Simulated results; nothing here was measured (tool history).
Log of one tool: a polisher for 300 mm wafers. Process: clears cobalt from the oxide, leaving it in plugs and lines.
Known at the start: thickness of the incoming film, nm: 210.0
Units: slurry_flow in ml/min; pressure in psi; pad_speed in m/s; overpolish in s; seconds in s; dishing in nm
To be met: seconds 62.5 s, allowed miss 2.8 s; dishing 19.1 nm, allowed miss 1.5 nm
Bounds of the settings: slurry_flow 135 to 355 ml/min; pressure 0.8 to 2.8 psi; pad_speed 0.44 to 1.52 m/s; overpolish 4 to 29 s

{"run": 1, "day": 0.0, "slurry_flow": 225, "pressure": 1.8, "pad_speed": 0.98, "overpolish": 15, "seconds": 41.205, "dishing": 44.276}
{"run": 2, "day": 0.146, "slurry_flow": 225, "pressure": 2, "pad_speed": 0.98, "overpolish": 15, "seconds": 36.19, "dishing": 46.148}
{"run": 3, "day": 0.371, "slurry_flow": 220, "pressure": 1.9, "pad_speed": 0.9, "overpolish": 13, "seconds": 41.055, "dishing": 41.405}
{"run": 4, "day": 0.425, "slurry_flow": 220, "pressure": 2.2, "pad_speed": 0.9, "overpolish": 13, "seconds": 36.425, "dishing": 45.46}
{"run": 5, "day": 0.588, "slurry_flow": 220, "pressure": 2.2, "pad_speed": 0.9, "overpolish": 17, "seconds": 35.208, "dishing": 51.647}
{"run": 6, "day": 0.954, "slurry_flow": 245, "pressure": 1.9, "pad_speed": 0.92, "overpolish": 14, "seconds": 40.258, "dishing": 42.144}
{"run": 7, "day": 0.988, "slurry_flow": 270, "pressure": 1.7, "pad_speed": 0.94, "overpolish": 12, "seconds": 44.345, "dishing": 36.915}
{"run": 8, "day": 1.158, "slurry_flow": 290, "pressure": 1.5, "pad_speed": 0.96, "overpolish": 10, "seconds": 47.86, "dishing": 30.626}
{"run": 9, "day": 1.304, "slurry_flow": 300, "pressure": 1.4, "pad_speed": 0.96, "overpolish": 9, "seconds": 50.951, "dishing": 27.384}
{"run": 10, "day": 1.588, "slurry_flow": 300, "pressure": 1.3, "pad_speed": 0.96, "overpolish": 8, "seconds": 54.718, "dishing": 23.324}
{"run": 11, "day": 1.667, "slurry_flow": 295, "pressure": 1.3, "pad_speed": 0.96, "overpolish": 8, "seconds": 55.639, "dishing": 23.848}
{"run": 12, "day": 1.771, "slurry_flow": 295, "pressure": 1.3, "pad_speed": 0.96, "overpolish": 8, "seconds": 55.758, "dishing": 22.725}
{"run": 13, "day": 1.875, "slurry_flow": 285, "pressure": 1.3, "pad_speed": 0.96, "overpolish": 8, "seconds": 55.217, "dishing": 23.617}

5 next moves are on the table. One of them brings every result within its allowed miss. Which?
{"run": "A", "day": 1.979, "slurry_flow": 165, "pressure": 1.4, "pad_speed": 1.14, "overpolish": 9, "seconds": "?", "dishing": "?"}
{"run": "B", "day": 1.979, "slurry_flow": 205, "pressure": 1.4, "pad_speed": 0.88, "overpolish": 8, "seconds": "?", "dishing": "?"}
{"run": "C", "day": 1.979, "slurry_flow": 280, "pressure": 1.2, "pad_speed": 0.92, "overpolish": 7, "seconds": "?", "dishing": "?"}
{"run": "D", "day": 1.979, "slurry_flow": 290, "pressure": 1.3, "pad_speed": 1.08, "overpolish": 6, "seconds": "?", "dishing": "?"}
{"run": "E", "day": 1.979, "slurry_flow": 245, "pressure": 1.4, "pad_speed": 0.76, "overpolish": 9, "seconds": "?", "dishing": "?"}

move=A seconds=48.651 dishing=28.783
move=B seconds=57.495 dishing=23.08
move=C seconds=62.474 dishing=19.313
move=D seconds=51.145 dishing=20.056
move=E seconds=62.589 dishing=23.711
A: further off than the last run
B: nearer than the last run, and not there yet
C: meets every target
D: brings the result that was furthest off to its target, and leaves another outside
E: as far off as the last run
Answer: C
